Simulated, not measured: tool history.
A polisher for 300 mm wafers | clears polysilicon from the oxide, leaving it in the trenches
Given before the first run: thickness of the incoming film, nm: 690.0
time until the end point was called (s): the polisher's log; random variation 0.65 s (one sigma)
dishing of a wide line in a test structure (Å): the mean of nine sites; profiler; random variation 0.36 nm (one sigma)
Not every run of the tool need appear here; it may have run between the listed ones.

| run | hour | flow of slurry (ml/min) | pressure of the wafer on the pad (kPa) | speed of the pad under the wafer (m/s) | overpolish time after the end point (s) | time until the end point was called (s) | dishing of a wide line in a test structure (Å) |
|---|---|---|---|---|---|---|---|
| 1 | 0.0 | 285 | 12.4 | 0.92 | 17 | 64.277 | 396.44 |
| 2 | 2.3 | 285 | 13.8 | 0.94 | 13 | 58.600 | 383.82 |
| 3 | 6.9 | 285 | 15.9 | 0.94 | 10 | 52.151 | 384.75 |
| 4 | 13.2 | 280 | 15.9 | 1.00 | 8 | 51.181 | 377.92 |
| 5 | 17.0 | 245 | 15.9 | 1.12 | 7 | 45.268 | 369.96 |
| 6 | 19.5 | 245 | 17.9 | 1.12 | 7 | 40.519 | 376.91 |

Estimate the outcome of run 7 from the log above:
| 7 | 20.4 | 220 | 16.5 | 1.20 | 6 | ? | ? |

time until the end point was called (s): 41.624
dishing of a wide line in a test structure (Å): 370.83

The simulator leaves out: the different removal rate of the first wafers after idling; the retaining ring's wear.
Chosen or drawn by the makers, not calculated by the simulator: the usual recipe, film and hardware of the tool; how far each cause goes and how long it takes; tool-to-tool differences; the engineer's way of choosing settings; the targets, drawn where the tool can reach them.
